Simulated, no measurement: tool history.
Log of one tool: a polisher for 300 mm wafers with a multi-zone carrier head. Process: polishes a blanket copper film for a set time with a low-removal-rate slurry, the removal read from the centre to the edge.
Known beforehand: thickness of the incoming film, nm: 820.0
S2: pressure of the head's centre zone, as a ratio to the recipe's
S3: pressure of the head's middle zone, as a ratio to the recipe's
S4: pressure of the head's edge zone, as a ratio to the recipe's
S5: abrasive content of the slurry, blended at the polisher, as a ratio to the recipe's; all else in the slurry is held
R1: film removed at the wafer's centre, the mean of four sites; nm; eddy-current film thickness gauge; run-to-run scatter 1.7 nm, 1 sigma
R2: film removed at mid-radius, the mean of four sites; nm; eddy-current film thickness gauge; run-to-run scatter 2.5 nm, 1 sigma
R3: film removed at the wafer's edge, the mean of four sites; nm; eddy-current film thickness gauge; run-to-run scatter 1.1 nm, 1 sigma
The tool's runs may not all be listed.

{"run": 1, "hour": 0.0, "flow of slurry (ml/min)": 160, "S2": 1, "S3": 1, "S4": 1, "S5": 1, "polishing time (s)": 63, "R1": 213.35, "R2": 207.36, "R3": 208.57}
{"run": 2, "hour": 4.8, "flow of slurry (ml/min)": 160, "S2": 1.08, "S3": 1, "S4": 1, "S5": 1, "polishing time (s)": 63, "R1": 228.47, "R2": 209.1, "R3": 210.99}
{"run": 3, "hour": 11.6, "flow of slurry (ml/min)": 160, "S2": 1.01, "S3": 1, "S4": 1, "S5": 1, "polishing time (s)": 63, "R1": 216.48, "R2": 203.3, "R3": 210.05}
{"run": 4, "hour": 18.0, "flow of slurry (ml/min)": 160, "S2": 1.01, "S3": 1, "S4": 1, "S5": 1.2, "polishing time (s)": 63, "R1": 229.97, "R2": 215.15, "R3": 223.12}
{"run": 5, "hour": 19.9, "flow of slurry (ml/min)": 130, "S2": 1.01, "S3": 1, "S4": 1, "S5": 1.2, "polishing time (s)": 63, "R1": 223.6, "R2": 207.5, "R3": 218.75}
{"run": 6, "hour": 27.6, "flow of slurry (ml/min)": 130, "S2": 0.97, "S3": 1.02, "S4": 0.97, "S5": 1, "polishing time (s)": 62, "R1": 197.07, "R2": 201.82, "R3": 201.28}
{"run": 7, "hour": 31.0, "flow of slurry (ml/min)": 135, "S2": 0.96, "S3": 1.03, "S4": 0.95, "S5": 0.85, "polishing time (s)": 60, "R1": 180.08, "R2": 184.35, "R3": 182.73}
{"run": 8, "hour": 34.2, "flow of slurry (ml/min)": 135, "S2": 0.94, "S3": 1.06, "S4": 0.92, "S5": 0.8, "polishing time (s)": 60, "R1": 175.13, "R2": 187.57, "R3": 178.14}
{"run": 9, "hour": 40.4, "flow of slurry (ml/min)": 135, "S2": 0.92, "S3": 1.08, "S4": 0.9, "S5": 0.75, "polishing time (s)": 60, "R1": 166.14, "R2": 188.9, "R3": 168.73}
{"run": 10, "hour": 48.1, "flow of slurry (ml/min)": 130, "S2": 0.91, "S3": 1.08, "S4": 0.88, "S5": 0.75, "polishing time (s)": 60, "R1": 165.32, "R2": 184.33, "R3": 168.31}
{"run": 11, "hour": 50.1, "flow of slurry (ml/min)": 125, "S2": 0.87, "S3": 1.15, "S4": 0.84, "S5": 0.5, "polishing time (s)": 58, "R1": 127.97, "R2": 158.36, "R3": 133.35}
{"run": 12, "hour": 57.9, "flow of slurry (ml/min)": 145, "S2": 0.87, "S3": 1.14, "S4": 0.86, "S5": 0.5, "polishing time (s)": 58, "R1": 130.49, "R2": 159.12, "R3": 136.73}
{"run": 13, "hour": 63.9, "flow of slurry (ml/min)": 145, "S2": 0.89, "S3": 1.15, "S4": 0.89, "S5": 0.55, "polishing time (s)": 58, "R1": 139.4, "R2": 166.7, "R3": 144.33}
{"run": 14, "hour": 66.2, "flow of slurry (ml/min)": 150, "S2": 0.89, "S3": 1.16, "S4": 0.91, "S5": 0.55, "polishing time (s)": 58, "R1": 140.86, "R2": 168.92, "R3": 145.77}
{"run": 15, "hour": 73.6, "flow of slurry (ml/min)": 155, "S2": 0.89, "S3": 1.17, "S4": 0.93, "S5": 0.55, "polishing time (s)": 58, "R1": 140.17, "R2": 168.78, "R3": 149.87}
{"run": 16, "hour": 81.3, "flow of slurry (ml/min)": 160, "S2": 0.9, "S3": 1.18, "S4": 0.93, "S5": 0.55, "polishing time (s)": 58, "R1": 145.32, "R2": 173.19, "R3": 148.92}

Run 17, settings as shown, results not yet in. Your forecast:
{"run": 17, "hour": 83.7, "flow of slurry (ml/min)": 175, "S2": 0.89, "S3": 1.18, "S4": 0.97, "S5": 0.6, "polishing time (s)": 58, "R1": "?", "R2": "?", "R3": "?"}

R1: 145.71 nm
R2: 180.67 nm
R3: 159.44 nm

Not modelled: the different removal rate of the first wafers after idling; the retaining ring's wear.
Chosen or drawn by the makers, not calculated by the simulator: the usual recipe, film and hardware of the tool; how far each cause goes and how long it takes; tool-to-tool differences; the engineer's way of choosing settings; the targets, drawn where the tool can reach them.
